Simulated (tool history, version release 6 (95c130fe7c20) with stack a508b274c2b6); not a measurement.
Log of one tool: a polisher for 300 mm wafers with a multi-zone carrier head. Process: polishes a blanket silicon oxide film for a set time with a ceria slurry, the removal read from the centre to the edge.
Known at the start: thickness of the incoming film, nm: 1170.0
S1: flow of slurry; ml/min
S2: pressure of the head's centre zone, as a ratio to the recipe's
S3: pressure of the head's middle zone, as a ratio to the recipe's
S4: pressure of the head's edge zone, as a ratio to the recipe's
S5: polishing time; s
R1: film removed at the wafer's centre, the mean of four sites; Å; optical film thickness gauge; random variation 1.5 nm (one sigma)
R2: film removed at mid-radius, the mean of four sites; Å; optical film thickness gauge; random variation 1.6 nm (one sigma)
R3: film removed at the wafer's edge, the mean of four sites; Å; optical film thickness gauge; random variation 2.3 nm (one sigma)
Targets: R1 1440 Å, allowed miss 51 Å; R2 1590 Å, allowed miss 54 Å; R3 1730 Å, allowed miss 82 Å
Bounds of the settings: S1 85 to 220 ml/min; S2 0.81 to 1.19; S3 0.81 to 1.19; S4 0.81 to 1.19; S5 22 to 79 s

run  hour   S1    S2    S3    S4  S5      R1      R2      R3
  1     0  140     1     1     1  50  1674.6  1648.5    1674
  2   1.2  140     1     1     1  43  1452.3  1433.5  1496.3
  3   9.4  165     1     1     1  43  1493.3  1464.3  1480.7
  4  16.2  140     1     1     1  43  1470.8  1424.6  1459.5
  5  18.4  160     1     1     1  43  1482.7  1450.3    1439
  6  24.3  160  1.05     1     1  43  1541.6  1444.5  1448.9
  7  26.5  155  1.01  1.01  1.03  44  1540.4  1502.3  1518.8
  8  28.1  145  0.98  1.01  1.06  44  1485.4  1473.4  1515.3
  9  34.4  135  0.95  1.01  1.07  46  1478.3    1546  1544.7
 10    40  120  0.92  0.98  1.08  48    1479  1558.9  1628.2

5 next moves are on the table. One of them brings every result within its allowed miss. Which?
  A  45.6  135  1.01  1.07  1.07  45   ?   ?   ?
  B  45.6  110  0.91  0.87  1.13  52   ?   ?   ?
  C  45.6   95  0.95  1.02  1.02  48   ?   ?   ?
  D  45.6  175  0.99  1.14  0.99  41   ?   ?   ?
  E  45.6   90  0.91  1.03  1.19  50   ?   ?   ?

move      R1      R2      R3
   A  1555.9  1587.1    1564
   B    1567  1498.6  1816.3
   C  1474.4  1546.6  1581.7
   D  1445.1  1579.7  1414.6
   E  1458.4  1611.5  1745.7
A: further off than the last run
B: takes the result that was furthest off past its target
C: further off than the last run
D: further off than the last run
E: meets every target
Answer: E
